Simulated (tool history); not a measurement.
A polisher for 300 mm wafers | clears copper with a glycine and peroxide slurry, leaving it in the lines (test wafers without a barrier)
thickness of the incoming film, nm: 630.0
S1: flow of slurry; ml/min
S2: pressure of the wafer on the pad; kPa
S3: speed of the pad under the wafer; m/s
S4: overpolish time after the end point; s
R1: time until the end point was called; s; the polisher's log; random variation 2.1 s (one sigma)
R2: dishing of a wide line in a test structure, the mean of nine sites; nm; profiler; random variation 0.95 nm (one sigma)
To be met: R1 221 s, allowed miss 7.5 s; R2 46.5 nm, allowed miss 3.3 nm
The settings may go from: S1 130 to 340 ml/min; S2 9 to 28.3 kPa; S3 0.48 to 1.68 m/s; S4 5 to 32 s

Run 1, hour 0: S1 220 ml/min, S2 18.6 kPa, S3 1.08 m/s, S4 16 s. Result: R1 141.18 s, R2 52.22 nm.
Run 2, hour 5: S1 220 ml/min, S2 17.2 kPa, S3 1.08 m/s, S4 17 s. Result: R1 150.16 s, R2 50.79 nm.
Run 3, hour 6.6: S1 220 ml/min, S2 16.5 kPa, S3 1.08 m/s, S4 18 s. Result: R1 152.86 s, R2 50.872 nm.
Run 4, hour 11.4: S1 220 ml/min, S2 15.9 kPa, S3 1.06 m/s, S4 19 s. Result: R1 157.63 s, R2 52.764 nm.
Run 5, hour 14: S1 220 ml/min, S2 15.9 kPa, S3 1.22 m/s, S4 19 s. Result: R1 150.22 s, R2 54.942 nm.
Run 6, hour 20.6: S1 180 ml/min, S2 15.9 kPa, S3 1.22 m/s, S4 19 s. Result: R1 151.67 s, R2 53.558 nm.
Run 7, hour 21.2: S1 180 ml/min, S2 11 kPa, S3 1.1 m/s, S4 23 s. Result: R1 202.84 s, R2 50.073 nm.
Run 8, hour 24.1: S1 170 ml/min, S2 10.3 kPa, S3 1.1 m/s, S4 23 s. Result: R1 212.94 s, R2 47.081 nm.

5 next moves are on the table. One of them brings every result within its allowed miss. Which?
Run A, hour 27: S1 220 ml/min, S2 9 kPa, S3 1.16 m/s, S4 24 s. Result: R1 ?, R2 ?.
Run B, hour 27: S1 135 ml/min, S2 10.3 kPa, S3 1.24 m/s, S4 22 s. Result: R1 ?, R2 ?.
Run C, hour 27: S1 190 ml/min, S2 10.3 kPa, S3 1.14 m/s, S4 21 s. Result: R1 ?, R2 ?.
Run D, hour 27: S1 235 ml/min, S2 11.7 kPa, S3 0.96 m/s, S4 22 s. Result: R1 ?, R2 ?.
Run E, hour 27: S1 165 ml/min, S2 11 kPa, S3 1.16 m/s, S4 21 s. Result: R1 ?, R2 ?.

move      R1      R2
   A  217.65  46.954
   B  207.96  45.709
   C  205.56  44.563
   D  201.07  47.503
   E  199.92  45.672
A: meets every target
B: further off than the last run
C: further off than the last run
D: further off than the last run
E: further off than the last run
Move A is the one to make.

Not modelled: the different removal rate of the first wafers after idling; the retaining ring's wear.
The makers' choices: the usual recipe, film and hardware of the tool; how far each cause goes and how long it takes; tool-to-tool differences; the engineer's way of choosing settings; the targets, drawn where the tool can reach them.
